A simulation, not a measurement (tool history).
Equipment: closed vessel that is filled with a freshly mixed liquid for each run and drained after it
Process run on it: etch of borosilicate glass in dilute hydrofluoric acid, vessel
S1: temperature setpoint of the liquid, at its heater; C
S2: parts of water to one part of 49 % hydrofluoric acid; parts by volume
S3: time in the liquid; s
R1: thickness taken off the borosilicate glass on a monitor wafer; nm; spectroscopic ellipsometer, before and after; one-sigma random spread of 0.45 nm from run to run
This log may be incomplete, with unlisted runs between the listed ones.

run 1 hour=0 | S1=26 S2=120 S3=90 | R1=31.14
run 2 hour=4.7 | S1=27 S2=115 S3=90 | R1=33.298
run 3 hour=7.1 | S1=29.5 S2=115 S3=90 | R1=36.547
run 4 hour=15 | S1=30 S2=110 S3=90 | R1=40.027
run 5 hour=20.4 | S1=30.5 S2=110 S3=90 | R1=40.665
run 6 hour=26.8 | S1=30.5 S2=145 S3=90 | R1=29.145
run 7 hour=32.1 | S1=30.5 S2=145 S3=90 | R1=29.14
run 8 hour=39.1 | S1=31 S2=140 S3=90 | R1=31.165

Run 9 comes next. What will it give?
run 9 hour=42 | S1=34 S2=95 S3=90 | R1=?

{"run 9": {"R1": 54.606}}
